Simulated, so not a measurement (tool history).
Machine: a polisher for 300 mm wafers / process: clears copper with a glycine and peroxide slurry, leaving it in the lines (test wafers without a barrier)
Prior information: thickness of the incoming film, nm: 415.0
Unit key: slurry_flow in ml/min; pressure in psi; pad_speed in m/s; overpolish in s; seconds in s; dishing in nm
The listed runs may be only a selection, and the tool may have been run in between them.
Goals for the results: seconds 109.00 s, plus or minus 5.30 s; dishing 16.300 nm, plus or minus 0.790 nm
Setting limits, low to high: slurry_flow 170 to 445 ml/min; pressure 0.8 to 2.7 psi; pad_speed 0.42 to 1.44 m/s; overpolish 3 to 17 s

run	hour	slurry_flow	pressure	pad_speed	overpolish	seconds	dishing
1	0.0	285	1.7	0.92	9	121.02	25.594
2	8.2	285	1.7	0.92	8	122.63	23.529
3	16.7	285	1.8	0.92	7	115.77	20.991
4	22.9	285	1.8	0.92	5	118.09	14.918
5	29.8	285	1.8	0.92	4	117.38	12.410
6	38.6	285	1.8	1.08	4	103.45	13.955
7	40.1	285	1.7	1.08	6	111.05	19.427
8	47.0	285	1.7	1.06	6	108.79	19.036

Exactly one of the 4 candidate moves below puts every result within its allowed miss. Which one?
A	53.9	265	1.8	1.02	5	?	?
B	53.9	415	1.3	1.14	6	?	?
C	53.9	315	1.8	0.90	6	?	?
D	53.9	300	1.8	1.00	6	?	?

move	seconds	dishing
A	108.78	16.438
B	120.69	17.630
C	117.34	18.209
D	109.09	19.467
A: hits every target within its allowed miss
B: gains on the last run, yet a result remains outside its allowed miss
C: gains on the last run, yet a result remains outside its allowed miss
D: the biggest miss grows against the last run
A meets every target.

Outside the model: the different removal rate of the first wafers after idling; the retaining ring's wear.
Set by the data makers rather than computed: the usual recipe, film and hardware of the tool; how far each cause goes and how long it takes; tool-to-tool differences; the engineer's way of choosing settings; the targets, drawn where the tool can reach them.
